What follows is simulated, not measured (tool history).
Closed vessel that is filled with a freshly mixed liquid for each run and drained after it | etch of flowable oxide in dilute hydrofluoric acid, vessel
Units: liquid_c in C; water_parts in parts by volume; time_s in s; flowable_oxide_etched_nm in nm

| run | hour | liquid_c | water_parts | time_s | flowable_oxide_etched_nm |
|---|---|---|---|---|---|
| 1 | 0.0 | 24.0 | 265 | 150 | 11.2930 |
| 2 | 2.8 | 23.0 | 275 | 150 | 10.4560 |
| 3 | 9.0 | 23.0 | 365 | 150 | 7.2732 |
| 4 | 10.3 | 23.0 | 450 | 150 | 5.4573 |
| 5 | 13.0 | 23.0 | 475 | 150 | 5.0329 |
| 6 | 14.7 | 20.5 | 475 | 150 | 4.6562 |
| 7 | 16.5 | 22.0 | 470 | 150 | 4.9778 |
| 8 | 22.4 | 23.5 | 465 | 150 | 5.2945 |
| 9 | 24.0 | 24.5 | 465 | 150 | 5.4888 |
| 10 | 26.0 | 25.5 | 465 | 150 | 5.6311 |
| 11 | 28.6 | 26.5 | 465 | 150 | 5.7918 |

Run 12 comes next. What will it give?
| 12 | 33.0 | 27.0 | 465 | 150 | ? |

Run 12 gave flowable_oxide_etched_nm 5.8495 nm.

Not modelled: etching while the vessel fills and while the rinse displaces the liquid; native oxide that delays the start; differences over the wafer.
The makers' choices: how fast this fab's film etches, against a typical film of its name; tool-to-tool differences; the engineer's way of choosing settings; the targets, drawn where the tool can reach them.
